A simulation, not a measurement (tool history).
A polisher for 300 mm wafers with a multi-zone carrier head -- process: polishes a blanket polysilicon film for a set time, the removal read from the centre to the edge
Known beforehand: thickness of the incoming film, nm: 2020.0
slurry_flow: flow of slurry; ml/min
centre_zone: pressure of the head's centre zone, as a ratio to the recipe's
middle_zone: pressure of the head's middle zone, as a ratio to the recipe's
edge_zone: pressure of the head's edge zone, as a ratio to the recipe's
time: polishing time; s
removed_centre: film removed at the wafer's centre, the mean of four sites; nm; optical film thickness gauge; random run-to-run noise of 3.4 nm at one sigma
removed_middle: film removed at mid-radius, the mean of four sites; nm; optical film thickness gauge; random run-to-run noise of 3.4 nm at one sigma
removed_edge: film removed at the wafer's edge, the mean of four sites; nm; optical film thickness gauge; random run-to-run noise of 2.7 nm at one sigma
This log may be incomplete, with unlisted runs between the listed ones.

| run | hour | slurry_flow | centre_zone | middle_zone | edge_zone | time | removed_centre | removed_middle | removed_edge |
|---|---|---|---|---|---|---|---|---|---|
| 1 | 0 | 150 | 1 | 1 | 1 | 46 | 283.73 | 289.81 | 286.87 |
| 2 | 5.9 | 155 | 0.99 | 1.01 | 1.02 | 47 | 289.53 | 307.94 | 295.24 |
| 3 | 13.3 | 155 | 0.98 | 1.01 | 1.04 | 48 | 293.39 | 311.17 | 307.46 |
| 4 | 21.5 | 160 | 0.97 | 1.02 | 1.05 | 49 | 298.57 | 326.69 | 312.36 |
| 5 | 23.2 | 160 | 0.97 | 1.02 | 1.05 | 40 | 247.8 | 263.09 | 251.81 |
| 6 | 27.5 | 155 | 0.97 | 1.02 | 1.06 | 42 | 253.06 | 277.52 | 269.55 |

What does the tool deliver on the next run?
| 7 | 31.9 | 150 | 0.98 | 1.03 | 1.07 | 44 | ? | ? | ? |

For run 7 the tool returned removed_centre 273.49 nm, removed_middle 292.1 nm, removed_edge 279.96 nm.
